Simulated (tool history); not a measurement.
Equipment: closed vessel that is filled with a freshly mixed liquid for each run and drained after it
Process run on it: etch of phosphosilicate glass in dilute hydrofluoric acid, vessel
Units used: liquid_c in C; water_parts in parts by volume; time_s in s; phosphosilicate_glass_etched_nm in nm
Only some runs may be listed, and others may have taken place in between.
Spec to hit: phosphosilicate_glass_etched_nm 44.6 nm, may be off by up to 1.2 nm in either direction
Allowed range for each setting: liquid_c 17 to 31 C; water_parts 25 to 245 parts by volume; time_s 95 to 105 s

run    day  liquid_c  water_parts  time_s  phosphosilicate_glass_etched_nm
  1      0        23          135      95                           97.229
  2  0.288      21.5          150      95                           81.114
  3   0.55      20.5          165      95                           70.377
  4  0.596      23.5          165      95                           78.401
  5  0.946      23.5          165     105                           86.868
  6  0.996      20.5          165     105                           76.176
  7  1.246      19.5          175     105                           68.938
  8  1.333        19          185     105                           63.491
  9  1.592      18.5          195     105                           58.586
 10  1.617        18          205     105                           54.273
 11  1.696        18          210     105                           52.827
 12   2.05        18          210     105                           52.501
 13  2.392        18          215     105                           51.384
 14  2.442        18          220     105                           50.185
 15  2.475        18          225     105                            48.94
 16  2.546        18          225     105                             48.5
 17  2.762      17.5          230     105                               46

4 next moves are on the table. One of them brings every result within its allowed miss. Which?
  A  2.979        18          210     100                                ?
  B  2.979        17          210     100                                ?
  C  2.979        17          215     105                                ?
  D  2.979        17          225     100                                ?

move  phosphosilicate_glass_etched_nm
   A                           50.735
   B                           48.772
   C                           49.794
   D                           44.911
A: its largest miss is bigger than the last run's
B: its largest miss is bigger than the last run's
C: its largest miss is bigger than the last run's
D: all results land within tolerance of their targets
The right move is D.
